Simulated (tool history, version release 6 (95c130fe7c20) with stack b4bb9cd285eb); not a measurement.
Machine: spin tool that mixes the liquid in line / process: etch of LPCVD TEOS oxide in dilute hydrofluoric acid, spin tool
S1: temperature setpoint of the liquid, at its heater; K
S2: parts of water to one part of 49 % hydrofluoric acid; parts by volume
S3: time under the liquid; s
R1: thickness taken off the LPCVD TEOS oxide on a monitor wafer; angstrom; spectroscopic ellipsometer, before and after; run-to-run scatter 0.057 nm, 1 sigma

| run | day | S1 | S2 | S3 | R1 |
|---|---|---|---|---|---|
| 1 | 0 | 298.15 | 155 | 85 | 93.582 |
| 2 | 0.167 | 298.15 | 205 | 85 | 67.994 |
| 3 | 0.417 | 298.15 | 240 | 85 | 54.847 |
| 4 | 0.675 | 298.65 | 240 | 85 | 55.661 |
| 5 | 0.858 | 298.65 | 285 | 85 | 45.632 |
| 6 | 1.008 | 298.65 | 285 | 70 | 37.088 |
| 7 | 1.183 | 300.65 | 275 | 70 | 41.809 |
| 8 | 1.417 | 301.65 | 260 | 70 | 45.321 |
|  | 1.779 | hydrofluoric acid flow meter replaced |
| 9 | 1.779 | 301.65 | 245 | 70 | 54.276 |

What will run 10 give?
| 10 | 2.058 | 302.15 | 245 | 70 | ? |

Run 10 yielded R1 55.876 angstrom.

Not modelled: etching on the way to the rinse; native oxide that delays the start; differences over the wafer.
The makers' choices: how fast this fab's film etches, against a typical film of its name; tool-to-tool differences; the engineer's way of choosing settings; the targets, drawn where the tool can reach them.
